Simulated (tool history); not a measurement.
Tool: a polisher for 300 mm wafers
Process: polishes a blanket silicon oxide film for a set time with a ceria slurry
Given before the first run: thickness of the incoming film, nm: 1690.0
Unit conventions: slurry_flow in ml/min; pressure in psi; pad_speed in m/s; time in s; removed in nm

run,hour,slurry_flow,pressure,pad_speed,time,removed
1,0.0,270,2.6,1.36,28,155.52
2,2.0,225,2.6,1.36,28,152.09
3,6.4,225,2.6,1.56,28,171.97
4,15.4,225,2.4,1.54,28,158.87
# hour 20.8: slurry nozzle cleaned
5,20.8,225,2.4,1.72,28,193.30
6,24.8,225,2.4,2.00,28,218.76
7,26.5,225,1.7,1.62,25,116.92

What does the tool deliver on the next run?
8,28.6,225,1.6,1.62,25,?

removed: 111.91 nm

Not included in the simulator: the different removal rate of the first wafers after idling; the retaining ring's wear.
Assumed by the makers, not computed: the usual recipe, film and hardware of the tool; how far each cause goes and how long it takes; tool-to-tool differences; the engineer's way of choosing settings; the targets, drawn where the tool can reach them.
